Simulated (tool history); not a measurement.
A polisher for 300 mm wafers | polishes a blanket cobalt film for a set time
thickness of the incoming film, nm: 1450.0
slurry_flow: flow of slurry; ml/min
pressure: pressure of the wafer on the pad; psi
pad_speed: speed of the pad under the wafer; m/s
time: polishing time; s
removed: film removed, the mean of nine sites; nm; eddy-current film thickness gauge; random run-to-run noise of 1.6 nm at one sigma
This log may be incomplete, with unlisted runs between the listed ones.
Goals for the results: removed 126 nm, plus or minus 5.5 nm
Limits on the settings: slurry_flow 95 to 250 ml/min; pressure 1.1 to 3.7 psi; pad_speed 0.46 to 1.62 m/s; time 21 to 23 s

run,hour,slurry_flow,pressure,pad_speed,time,removed
1,0,160,2.4,1.04,23,152.68
2,8.8,160,2.4,1.04,23,156.34
3,14,160,2.4,1.04,23,150.43
4,16.9,160,2.3,1.04,23,146.4
5,21.1,125,2.3,1.04,23,143.15
6,23.7,125,2.3,1.18,23,157.9
7,31.9,125,2.2,1.18,23,152.95
8,39.6,125,2.2,1.18,23,153.46

5 next moves are on the table. One of them brings every result within its allowed miss. Which?
A,47.3,140,2.2,1.14,22,?
B,47.3,140,1.9,1.08,21,?
C,47.3,95,2.4,0.8,23,?
D,47.3,110,2.3,1.02,21,?
E,47.3,135,2.4,1.28,23,?

move,removed
A,139.47
B,110.16
C,109.05
D,121.09
E,175
A: moves toward the targets from the last run without getting all of them in spec
B: the result that was furthest off in the last run now lies on the other side of its target
C: the result that was furthest off in the last run now lies on the other side of its target
D: each result inside its tolerance
E: the biggest miss grows against the last run
So the answer is move D, the one that meets all the targets.
